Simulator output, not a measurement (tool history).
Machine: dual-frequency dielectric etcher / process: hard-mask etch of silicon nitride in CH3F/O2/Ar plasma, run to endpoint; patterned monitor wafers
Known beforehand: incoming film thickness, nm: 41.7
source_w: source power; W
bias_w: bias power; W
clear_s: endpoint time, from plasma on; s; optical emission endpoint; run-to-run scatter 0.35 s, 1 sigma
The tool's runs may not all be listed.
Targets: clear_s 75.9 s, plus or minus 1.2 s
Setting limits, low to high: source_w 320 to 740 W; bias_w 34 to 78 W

| run | day | source_w | bias_w | clear_s |
|---|---|---|---|---|
| 1 | 0 | 530 | 56 | 62.337 |
| 2 | 0.042 | 480 | 56 | 65.361 |
| 3 | 0.138 | 480 | 51 | 67.026 |
| 4 | 0.162 | 520 | 51 | 64.214 |
| 5 | 0.504 | 480 | 50 | 67.503 |
| 6 | 0.729 | 450 | 50 | 70.539 |
| 7 | 1.088 | 440 | 50 | 71.365 |
| 8 | 1.446 | 440 | 50 | 70.877 |
| 9 | 1.642 | 430 | 50 | 71.907 |
| 10 | 1.817 | 420 | 50 | 72.688 |
| 11 | 2.017 | 410 | 50 | 73.261 |

Next run, 4 choices. One meets every target within its allowed miss, the rest don't. Which?
| A | 2.217 | 470 | 49 | ? |
| B | 2.217 | 390 | 49 | ? |
| C | 2.217 | 450 | 50 | ? |
| D | 2.217 | 420 | 53 | ? |

| move | clear_s |
|---|---|
| A | 68.744 |
| B | 76.061 |
| C | 69.891 |
| D | 71.168 |
A: misses by more than the last run did
B: all results in spec
C: misses by more than the last run did
D: misses by more than the last run did
Answer: B
